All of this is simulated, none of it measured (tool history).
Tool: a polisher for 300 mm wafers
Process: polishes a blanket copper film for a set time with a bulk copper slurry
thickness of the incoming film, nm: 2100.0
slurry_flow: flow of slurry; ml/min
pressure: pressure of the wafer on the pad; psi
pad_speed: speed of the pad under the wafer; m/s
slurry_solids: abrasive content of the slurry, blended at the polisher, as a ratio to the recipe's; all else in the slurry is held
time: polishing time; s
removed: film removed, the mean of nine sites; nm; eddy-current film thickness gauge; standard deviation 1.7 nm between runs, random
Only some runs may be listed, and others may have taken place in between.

run 1 day=0 | slurry_flow=255 pressure=3.4 pad_speed=1.04 slurry_solids=1 time=21 | removed=193.07
run 2 day=0.046 | slurry_flow=255 pressure=3.3 pad_speed=1.04 slurry_solids=1 time=21 | removed=195.4
run 3 day=0.371 | slurry_flow=220 pressure=3.3 pad_speed=1.04 slurry_solids=1 time=21 | removed=189.79
run 4 day=0.412 | slurry_flow=220 pressure=3.3 pad_speed=1.04 slurry_solids=1 time=21 | removed=191.57
run 5 day=0.679 | slurry_flow=220 pressure=3.3 pad_speed=1.04 slurry_solids=1.2 time=21 | removed=203.42
run 6 day=0.775 | slurry_flow=220 pressure=3.2 pad_speed=1.04 slurry_solids=1.2 time=21 | removed=199.22

What does the tool deliver on the next run?
run 7 day=0.879 | slurry_flow=220 pressure=2.2 pad_speed=1.02 slurry_solids=1.2 time=21 | removed=?

{"run 7": {"removed": 158.9}}
